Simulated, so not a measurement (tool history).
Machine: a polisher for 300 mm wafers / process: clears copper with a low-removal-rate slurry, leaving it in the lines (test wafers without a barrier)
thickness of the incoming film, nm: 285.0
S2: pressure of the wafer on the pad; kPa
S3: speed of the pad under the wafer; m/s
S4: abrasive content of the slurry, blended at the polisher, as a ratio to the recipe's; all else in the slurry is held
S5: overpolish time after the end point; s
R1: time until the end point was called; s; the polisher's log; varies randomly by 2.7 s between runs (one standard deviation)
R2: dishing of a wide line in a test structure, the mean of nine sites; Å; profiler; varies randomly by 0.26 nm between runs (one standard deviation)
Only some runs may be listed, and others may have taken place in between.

run 1 hour=0.0 | flow_of_slurry_(ml/min)=290 S2=21.4 S3=0.86 S4=1.0 S5=10 | R1=125.26 R2=168.33
run 2 hour=2.8 | flow_of_slurry_(ml/min)=290 S2=20.7 S3=0.86 S4=1.0 S5=11 | R1=126.48 R2=178.00
run 3 hour=5.8 | flow_of_slurry_(ml/min)=290 S2=20.0 S3=0.84 S4=1.0 S5=12 | R1=135.74 R2=178.15
run 4 hour=9.1 | flow_of_slurry_(ml/min)=290 S2=24.1 S3=0.84 S4=1.0 S5=12 | R1=109.68 R2=219.36
run 5 hour=11.9 | flow_of_slurry_(ml/min)=285 S2=22.8 S3=0.84 S4=1.0 S5=13 | R1=122.89 R2=221.02
run 6 hour=18.0 | flow_of_slurry_(ml/min)=275 S2=22.1 S3=0.84 S4=1.0 S5=14 | R1=121.37 R2=227.45
run 7 hour=21.5 | flow_of_slurry_(ml/min)=355 S2=17.9 S3=0.78 S4=1.0 S5=17 | R1=160.05 R2=215.82
run 8 hour=29.9 | flow_of_slurry_(ml/min)=355 S2=18.6 S3=0.78 S4=1.0 S5=17 | R1=157.17 R2=226.05

Estimate the outcome of run 9 from the log above:
run 9 hour=36.3 | flow_of_slurry_(ml/min)=355 S2=19.3 S3=0.78 S4=1.0 S5=17 | R1=? R2=?

{"run 9": {"R1": 146.7, "R2": 232.79}}

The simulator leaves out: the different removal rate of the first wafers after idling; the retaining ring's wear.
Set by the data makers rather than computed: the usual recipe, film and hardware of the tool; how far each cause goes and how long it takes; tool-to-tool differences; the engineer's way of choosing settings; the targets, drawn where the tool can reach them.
